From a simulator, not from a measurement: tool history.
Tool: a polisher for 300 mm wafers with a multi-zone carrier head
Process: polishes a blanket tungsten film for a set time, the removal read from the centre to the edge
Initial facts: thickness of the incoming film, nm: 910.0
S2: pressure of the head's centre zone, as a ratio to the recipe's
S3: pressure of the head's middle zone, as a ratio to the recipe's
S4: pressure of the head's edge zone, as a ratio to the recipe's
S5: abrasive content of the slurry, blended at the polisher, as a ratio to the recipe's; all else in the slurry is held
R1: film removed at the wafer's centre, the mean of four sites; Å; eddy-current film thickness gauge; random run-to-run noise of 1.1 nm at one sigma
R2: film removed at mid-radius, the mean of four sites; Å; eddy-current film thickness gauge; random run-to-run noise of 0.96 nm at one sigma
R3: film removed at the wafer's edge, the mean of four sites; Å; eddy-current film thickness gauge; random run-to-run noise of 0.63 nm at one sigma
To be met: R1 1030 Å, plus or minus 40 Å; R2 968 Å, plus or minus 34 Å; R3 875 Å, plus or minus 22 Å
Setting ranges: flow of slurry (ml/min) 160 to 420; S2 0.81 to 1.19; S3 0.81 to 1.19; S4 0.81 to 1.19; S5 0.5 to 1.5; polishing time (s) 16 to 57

{"run": 1, "hour": 0.0, "flow of slurry (ml/min)": 270, "S2": 1, "S3": 1, "S4": 1, "S5": 1, "polishing time (s)": 36, "R1": 1422.6, "R2": 1388.3, "R3": 1383.6}
{"run": 2, "hour": 8.3, "flow of slurry (ml/min)": 270, "S2": 1, "S3": 1.06, "S4": 1, "S5": 1, "polishing time (s)": 36, "R1": 1442.3, "R2": 1454.7, "R3": 1392.6}
{"run": 3, "hour": 9.3, "flow of slurry (ml/min)": 270, "S2": 0.93, "S3": 1.06, "S4": 1, "S5": 1, "polishing time (s)": 36, "R1": 1306.2, "R2": 1465.3, "R3": 1392.4}
{"run": 4, "hour": 13.6, "flow of slurry (ml/min)": 300, "S2": 0.93, "S3": 1.06, "S4": 1, "S5": 1, "polishing time (s)": 36, "R1": 1356.9, "R2": 1510.1, "R3": 1395}
{"hour": 15.2, "done": "worn pad replaced by a new one"}
{"run": 5, "hour": 15.2, "flow of slurry (ml/min)": 255, "S2": 0.93, "S3": 1.06, "S4": 1, "S5": 1, "polishing time (s)": 36, "R1": 1400.4, "R2": 1549.9, "R3": 1449.9}
{"run": 6, "hour": 17.6, "flow of slurry (ml/min)": 255, "S2": 0.93, "S3": 1.06, "S4": 1, "S5": 1, "polishing time (s)": 30, "R1": 1182.9, "R2": 1312.8, "R3": 1222}
{"run": 7, "hour": 19.2, "flow of slurry (ml/min)": 270, "S2": 0.95, "S3": 1.04, "S4": 0.95, "S5": 0.85, "polishing time (s)": 29, "R1": 1144.5, "R2": 1234.8, "R3": 1142}
{"run": 8, "hour": 27.2, "flow of slurry (ml/min)": 250, "S2": 1.05, "S3": 1, "S4": 0.85, "S5": 0.6, "polishing time (s)": 22, "R1": 894.23, "R2": 832.45, "R3": 768.99}
{"run": 9, "hour": 33.6, "flow of slurry (ml/min)": 270, "S2": 1.06, "S3": 1.02, "S4": 0.88, "S5": 0.65, "polishing time (s)": 22, "R1": 934.9, "R2": 859.41, "R3": 793.12}

Consider the 4 candidate settings below. Which is the only one whose results all fall within their allowed miss of target?
{"run": "A", "hour": 40.0, "flow of slurry (ml/min)": 300, "S2": 1.12, "S3": 0.97, "S4": 0.83, "S5": 0.65, "polishing time (s)": 26, "R1": "?", "R2": "?", "R3": "?"}
{"run": "B", "hour": 40.0, "flow of slurry (ml/min)": 280, "S2": 1.05, "S3": 1.08, "S4": 0.84, "S5": 0.85, "polishing time (s)": 25, "R1": "?", "R2": "?", "R3": "?"}
{"run": "C", "hour": 40.0, "flow of slurry (ml/min)": 400, "S2": 1.08, "S3": 1.06, "S4": 0.91, "S5": 0.55, "polishing time (s)": 24, "R1": "?", "R2": "?", "R3": "?"}
{"run": "D", "hour": 40.0, "flow of slurry (ml/min)": 285, "S2": 1.03, "S3": 1, "S4": 0.88, "S5": 0.7, "polishing time (s)": 25, "R1": "?", "R2": "?", "R3": "?"}

move=A R1=1177.2 R2=983.26 R3=926.85
move=B R1=1101.7 R2=1075.8 R3=929.74
move=C R1=1047.5 R2=975.62 R3=878.47
move=D R1=1047.6 R2=977.44 R3=918.77
A: takes the result that was furthest off past its target
B: takes the result that was furthest off past its target
C: every result within its allowed miss
D: takes the result that was furthest off past its target
So the answer is move C, the one that meets all the targets.

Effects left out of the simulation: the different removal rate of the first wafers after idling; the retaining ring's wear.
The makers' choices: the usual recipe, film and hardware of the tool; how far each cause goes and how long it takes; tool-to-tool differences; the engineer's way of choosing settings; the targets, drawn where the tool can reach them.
